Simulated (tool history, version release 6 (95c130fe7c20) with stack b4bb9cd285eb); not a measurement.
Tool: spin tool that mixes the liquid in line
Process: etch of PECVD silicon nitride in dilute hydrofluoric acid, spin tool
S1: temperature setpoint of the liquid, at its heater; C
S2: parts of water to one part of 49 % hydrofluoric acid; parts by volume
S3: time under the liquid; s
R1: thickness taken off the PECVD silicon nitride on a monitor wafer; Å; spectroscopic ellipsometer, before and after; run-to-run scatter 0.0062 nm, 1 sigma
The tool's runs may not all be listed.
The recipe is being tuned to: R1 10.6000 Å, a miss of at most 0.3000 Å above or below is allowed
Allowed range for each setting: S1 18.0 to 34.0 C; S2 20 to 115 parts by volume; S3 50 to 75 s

run,day,S1,S2,S3,R1
1,0.000,26.0,65,75,35.0750
2,0.329,28.0,65,75,40.0670
3,0.608,25.5,75,75,29.6120
4,0.671,23.5,85,75,22.8730
5,0.912,25.0,85,75,25.2020
6,1.283,25.0,85,75,25.2560
# day 1.525: thermometer replaced
7,1.525,23.5,95,75,18.8740
8,1.871,22.0,100,75,16.1920

Next run, 5 choices. One meets every target within its allowed miss, the rest don't. Which?
A,2.217,21.0,105,50,?
B,2.217,22.0,110,50,?
C,2.217,22.5,105,50,?
D,2.217,21.5,115,55,?
E,2.217,19.0,115,65,?

move,R1
A,9.5928
B,9.8008
C,10.6070
D,9.9820
E,9.9639
A: carries the result that was furthest off beyond its target, to the other side
B: carries the result that was furthest off beyond its target, to the other side
C: every result lands within tolerance
D: carries the result that was furthest off beyond its target, to the other side
E: carries the result that was furthest off beyond its target, to the other side
Move C is the one to make.

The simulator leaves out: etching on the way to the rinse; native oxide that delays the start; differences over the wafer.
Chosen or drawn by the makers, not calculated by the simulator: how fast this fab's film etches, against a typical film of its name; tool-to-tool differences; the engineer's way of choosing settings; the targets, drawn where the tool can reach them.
